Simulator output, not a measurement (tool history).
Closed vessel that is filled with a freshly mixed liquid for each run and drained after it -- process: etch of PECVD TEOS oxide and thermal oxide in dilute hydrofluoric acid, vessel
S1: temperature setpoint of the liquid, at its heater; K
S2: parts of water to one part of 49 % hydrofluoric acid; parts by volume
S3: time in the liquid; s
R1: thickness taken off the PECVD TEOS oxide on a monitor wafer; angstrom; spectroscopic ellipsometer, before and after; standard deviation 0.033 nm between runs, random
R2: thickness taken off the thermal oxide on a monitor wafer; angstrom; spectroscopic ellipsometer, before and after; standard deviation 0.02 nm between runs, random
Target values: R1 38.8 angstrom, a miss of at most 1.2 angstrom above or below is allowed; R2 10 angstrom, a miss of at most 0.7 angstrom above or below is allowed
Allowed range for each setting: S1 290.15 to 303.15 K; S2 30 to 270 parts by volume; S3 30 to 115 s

run  hour      S1   S2   S3      R1      R2
  1     0  295.15  150   60   55.95  15.065
  2     6  295.15  150   75  69.782  18.036
  3  13.4  293.65  165   75  58.625  15.064
  4  14.2  293.65  165  100  78.638  20.138
  5  14.8  292.65  190  100  64.054  16.231
  6  22.2  290.15  190  100  56.978  15.109
  7  29.3  290.15  205  100  52.447  13.804
  8  37.6  290.15  220  100  48.647  12.453
  9  40.3  290.15  230  100  46.194  11.792

Which of these 4 next moves meets every target?
  A    43  295.65  270  115   ?   ?
  B    43  290.15  240   95   ?   ?
  C    43  292.15  235   80   ?   ?
  D    43  290.15  230   90   ?   ?

move      R1      R2
   A    53.8  13.724
   B  41.817  10.667
   C  39.031  9.9563
   D  41.706  10.639
A: misses by more than the last run did
B: gains on the last run, yet a result remains outside its allowed miss
C: every result lands within tolerance
D: gains on the last run, yet a result remains outside its allowed miss
The right move is C.
